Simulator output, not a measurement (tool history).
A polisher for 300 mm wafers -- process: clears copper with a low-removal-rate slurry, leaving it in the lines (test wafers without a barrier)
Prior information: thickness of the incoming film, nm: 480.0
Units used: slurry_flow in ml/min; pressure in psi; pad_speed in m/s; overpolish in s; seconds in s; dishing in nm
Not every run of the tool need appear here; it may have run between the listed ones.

run	hour	slurry_flow	pressure	pad_speed	slurry_solids	overpolish	seconds	dishing
1	0	135	3.8	1.26	1	25	110.84	77.238
2	2.5	145	3.8	1.26	1	25	112.85	80.224
3	9.9	160	3.8	1.26	1	25	106.63	78.991
4	12.8	160	4.5	1.32	1	27	92.227	95.985
5	14.7	160	5	1.46	1	28	77.364	113.33
6	19.6	160	5	1.6	1	28	69.752	114.54
# hour 24.4: worn pad replaced by a new one
7	24.4	160	5.3	1.66	1	30	58.669	137.08

What will run 8 give?
8	30.3	160	5.4	1.66	1	31	?	?

{"run 8": {"seconds": 59.794, "dishing": 141.97}}
